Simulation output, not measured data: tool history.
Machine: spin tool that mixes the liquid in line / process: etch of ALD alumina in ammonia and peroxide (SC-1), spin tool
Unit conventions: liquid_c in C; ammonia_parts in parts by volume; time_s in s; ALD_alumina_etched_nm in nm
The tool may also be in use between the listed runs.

{"run": 1, "hour": 0.0, "liquid_c": 51, "ammonia_parts": 0.45, "time_s": 270, "ALD_alumina_etched_nm": 9.3296}
{"run": 2, "hour": 0.8, "liquid_c": 51, "ammonia_parts": 0.4, "time_s": 270, "ALD_alumina_etched_nm": 9.2541}
{"run": 3, "hour": 4.2, "liquid_c": 48.5, "ammonia_parts": 0.4, "time_s": 270, "ALD_alumina_etched_nm": 8.1529}
{"run": 4, "hour": 6.5, "liquid_c": 46.5, "ammonia_parts": 0.4, "time_s": 270, "ALD_alumina_etched_nm": 7.1858}
{"run": 5, "hour": 12.8, "liquid_c": 46.5, "ammonia_parts": 0.4, "time_s": 270, "ALD_alumina_etched_nm": 7.2163}
{"run": 6, "hour": 16.8, "liquid_c": 45, "ammonia_parts": 0.4, "time_s": 270, "ALD_alumina_etched_nm": 6.704}

Run 7 is up next; what results do you expect?
{"run": 7, "hour": 19.5, "liquid_c": 44, "ammonia_parts": 0.4, "time_s": 270, "ALD_alumina_etched_nm": "?"}

{"run 7": {"ALD_alumina_etched_nm": 6.2978}}
